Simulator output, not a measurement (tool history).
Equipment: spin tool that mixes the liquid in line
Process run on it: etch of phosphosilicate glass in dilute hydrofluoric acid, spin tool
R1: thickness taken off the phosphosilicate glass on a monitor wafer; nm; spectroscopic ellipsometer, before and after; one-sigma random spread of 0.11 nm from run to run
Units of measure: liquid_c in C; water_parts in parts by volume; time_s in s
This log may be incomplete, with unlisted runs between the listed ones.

Run 1, hour 0.0: liquid_c 24.0 C, water_parts 190 parts by volume, time_s 15 s. Result: R1 12.105 nm.
Run 2, hour 7.8: liquid_c 24.0 C, water_parts 160 parts by volume, time_s 15 s. Result: R1 14.922 nm.
Run 3, hour 9.9: liquid_c 25.0 C, water_parts 155 parts by volume, time_s 15 s. Result: R1 16.068 nm.
Run 4, hour 16.2: liquid_c 22.5 C, water_parts 155 parts by volume, time_s 15 s. Result: R1 14.658 nm.
Run 5, hour 16.8: liquid_c 22.5 C, water_parts 100 parts by volume, time_s 15 s. Result: R1 24.109 nm.
Run 6, hour 23.3: liquid_c 22.5 C, water_parts 60 parts by volume, time_s 15 s. Result: R1 42.130 nm.
Run 7, hour 27.2: liquid_c 22.0 C, water_parts 60 parts by volume, time_s 15 s. Result: R1 41.227 nm.
Run 8, hour 29.6: liquid_c 21.5 C, water_parts 65 parts by volume, time_s 15 s. Result: R1 37.056 nm.
Run 9, hour 31.6: liquid_c 21.0 C, water_parts 65 parts by volume, time_s 15 s. Result: R1 36.552 nm.
Run 10, hour 38.1: liquid_c 20.5 C, water_parts 65 parts by volume, time_s 15 s. Result: R1 35.699 nm.
Run 11, hour 39.5: liquid_c 17.0 C, water_parts 90 parts by volume, time_s 15 s. Result: R1 21.563 nm.
Run 12, hour 41.9: liquid_c 17.5 C, water_parts 90 parts by volume, time_s 15 s. Result: R1 22.114 nm.
Run 13, hour 46.3: liquid_c 18.0 C, water_parts 90 parts by volume, time_s 15 s. Result: R1 22.566 nm.
Run 14, hour 53.9: liquid_c 18.5 C, water_parts 90 parts by volume, time_s 15 s. Result: R1 22.947 nm.
Run 15, hour 60.1: liquid_c 19.0 C, water_parts 90 parts by volume, time_s 15 s. Result: R1 23.445 nm.
Run 16, hour 62.5: liquid_c 19.0 C, water_parts 90 parts by volume, time_s 15 s. Result: R1 23.449 nm.

Run 17, settings as shown, results not yet in. Your forecast:
Run 17, hour 69.6: liquid_c 19.0 C, water_parts 90 parts by volume, time_s 15 s. Result: R1 ?.

{"run 17": {"R1": 23.459}}
